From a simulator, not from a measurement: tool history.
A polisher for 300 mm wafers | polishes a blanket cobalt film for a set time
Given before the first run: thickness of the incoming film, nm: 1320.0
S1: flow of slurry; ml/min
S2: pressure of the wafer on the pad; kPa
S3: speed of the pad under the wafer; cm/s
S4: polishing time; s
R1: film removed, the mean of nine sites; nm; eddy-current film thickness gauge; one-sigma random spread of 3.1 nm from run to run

| run | hour | S1 | S2 | S3 | S4 | R1 |
|---|---|---|---|---|---|---|
| 1 | 0.0 | 165 | 9.7 | 110 | 114 | 404.06 |
| 2 | 3.7 | 130 | 9.7 | 110 | 114 | 378.71 |
| 3 | 8.1 | 130 | 11.7 | 110 | 114 | 444.29 |
| 4 | 15.0 | 130 | 13.8 | 110 | 114 | 496.27 |
| 5 | 15.7 | 130 | 11.7 | 110 | 114 | 443.67 |
| 6 | 24.5 | 130 | 11.7 | 122 | 114 | 493.22 |

For run 7, what comes out?
| 7 | 31.7 | 125 | 10.3 | 120 | 114 | ? |

Run 7 yielded R1 428.83 nm.
